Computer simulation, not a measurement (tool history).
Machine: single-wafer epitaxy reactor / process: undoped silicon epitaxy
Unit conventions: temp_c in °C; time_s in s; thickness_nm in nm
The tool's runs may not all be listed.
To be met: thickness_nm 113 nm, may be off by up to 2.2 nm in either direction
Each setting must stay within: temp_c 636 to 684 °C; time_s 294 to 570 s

run	hour	temp_c	time_s	thickness_nm
1	0	660	432	100.39
2	3.2	651	432	84.274
3	10.8	655	433	92.562
4	16.9	655	456	96.338
5	22	649	456	86.15
6	29.8	644	456	77.568
7	34.3	649	457	87.193
8	42	661	459	110.32

Consider the 5 candidate settings below. Which is the only one whose results all fall within their allowed miss of target?
A	49.7	666	431	?
B	49.7	660	454	?
C	49.7	660	461	?
D	49.7	662	454	?
E	49.7	664	427	?

move	thickness_nm
A	112.03
B	105.51
C	107.14
D	109.54
E	106.94
A: all results land within tolerance of their targets
B: misses by more than the last run did
C: misses by more than the last run did
D: misses by more than the last run did
E: misses by more than the last run did
Answer: A
